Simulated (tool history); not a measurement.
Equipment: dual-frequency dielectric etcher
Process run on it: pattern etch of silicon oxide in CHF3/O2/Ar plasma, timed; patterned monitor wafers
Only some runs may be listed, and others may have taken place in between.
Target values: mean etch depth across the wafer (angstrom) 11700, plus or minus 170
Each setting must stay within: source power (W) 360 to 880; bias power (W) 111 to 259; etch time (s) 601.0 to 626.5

| run | hour | source power (W) | bias power (W) | etch time (s) | mean etch depth across the wafer (angstrom) |
|---|---|---|---|---|---|
| 1 | 0.0 | 620 | 185 | 601.0 | 12817 |
| 2 | 3.5 | 580 | 184 | 601.0 | 12472 |
| 3 | 7.9 | 580 | 184 | 626.5 | 13037 |
| 4 | 13.4 | 690 | 184 | 626.5 | 13960 |
| 5 | 14.8 | 630 | 184 | 626.5 | 13414 |
| 6 | 16.8 | 570 | 182 | 626.5 | 12937 |
| 7 | 25.8 | 530 | 181 | 626.5 | 12606 |
| 8 | 30.4 | 500 | 180 | 626.5 | 12234 |
| 9 | 35.2 | 480 | 180 | 626.5 | 12206 |
| 10 | 42.7 | 460 | 179 | 626.5 | 11892 |

Consider the 5 candidate settings below. Which is the only one whose results all fall within their allowed miss of target?
| A | 50.2 | 450 | 171 | 607.0 | ? |
| B | 50.2 | 460 | 166 | 626.5 | ? |
| C | 50.2 | 430 | 180 | 613.0 | ? |
| D | 50.2 | 470 | 165 | 609.5 | ? |
| E | 50.2 | 450 | 182 | 605.0 | ? |

| move | mean etch depth across the wafer (angstrom) |
|---|---|
| A | 11215 |
| B | 11576 |
| C | 11297 |
| D | 11334 |
| E | 11374 |
A: takes the result that was furthest off past its target
B: every result lands within tolerance
C: takes the result that was furthest off past its target
D: takes the result that was furthest off past its target
E: takes the result that was furthest off past its target
The right move is B.
